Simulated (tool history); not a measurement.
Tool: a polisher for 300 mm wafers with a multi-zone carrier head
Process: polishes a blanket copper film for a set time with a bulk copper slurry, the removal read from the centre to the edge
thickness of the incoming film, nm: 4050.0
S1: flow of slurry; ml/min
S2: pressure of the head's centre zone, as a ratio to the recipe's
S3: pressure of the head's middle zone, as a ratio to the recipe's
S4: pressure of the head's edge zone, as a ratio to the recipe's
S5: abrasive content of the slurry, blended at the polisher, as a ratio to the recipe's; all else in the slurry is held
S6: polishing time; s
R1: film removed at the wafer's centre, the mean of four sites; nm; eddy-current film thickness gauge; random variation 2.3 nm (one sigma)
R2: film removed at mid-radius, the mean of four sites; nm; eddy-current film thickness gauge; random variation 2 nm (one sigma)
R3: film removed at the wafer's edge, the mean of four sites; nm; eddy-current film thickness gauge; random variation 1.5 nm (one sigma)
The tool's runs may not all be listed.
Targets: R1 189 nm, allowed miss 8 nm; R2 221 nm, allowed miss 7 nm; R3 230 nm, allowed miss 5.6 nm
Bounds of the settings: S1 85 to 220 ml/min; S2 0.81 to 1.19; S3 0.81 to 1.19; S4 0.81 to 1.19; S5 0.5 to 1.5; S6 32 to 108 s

run  hour   S1    S2    S3    S4    S5  S6      R1      R2      R3
  1     0  140     1     1     1     1  70  268.66  279.62  271.95
  2   6.1  140     1     1     1     1  80  316.25  318.75  313.38
  3   8.8  135  0.97  0.99  0.99  0.95  79  291.33  308.98  302.63
  4  16.8  130  0.95  0.97  0.98   0.9  78  279.07  287.52   292.5
  5  17.7  130  0.95  0.97  0.98   0.8  78  265.04  281.69  288.18
  6  26.4  125  0.94  0.97  0.96  0.75  77  260.44  275.37  276.98
  7  31.4  120  0.92  0.97  0.96   0.7  76  250.62  267.48  266.75
  8  34.8  120   0.9  0.97  0.97  0.65  75  228.47  256.99  263.08
  9  39.1  115  0.89  0.97  0.96  0.65  74  219.79  254.94  257.47
 10  45.5  110  0.88  0.96  0.95  0.65  74  218.81  248.49  255.52
 11  48.7  110  0.87  0.96  0.94  0.65  74  216.69  248.61  253.53
 12  55.9  110  0.86  0.96  0.93  0.65  74  215.37  248.93  253.84
 13  59.4  105  0.85  0.96  0.92  0.65  74  210.72  247.26   248.9
 14  61.4   85  0.81  0.89  0.88   0.5  73  180.99  208.41  225.74
 15  62.8   85  0.81  0.89  0.88   0.5  73  180.36  211.94  227.97

5 next moves are on the table. One of them brings every result within its allowed miss. Which?
  A  64.2  85  0.81  1.03  0.97   0.7  65   ?   ?   ?
  B  64.2  85  0.88  0.86  0.91   0.5  71   ?   ?   ?
  C  64.2  85  0.89  0.83  0.85   0.7  71   ?   ?   ?
  D  64.2  95  0.83  0.83  0.83  0.55  71   ?   ?   ?
  E  64.2  90  0.83  0.93   0.9   0.5  73   ?   ?   ?

move      R1      R2      R3
   A  166.13  224.79  220.62
   B  185.29   198.5  223.13
   C  199.27  205.04  233.16
   D  182.06   200.4  224.87
   E  181.99  220.25  230.24
A: brings the result that was furthest off to its target, and leaves another outside
B: further off than the last run
C: further off than the last run
D: further off than the last run
E: meets every target
Answer: E
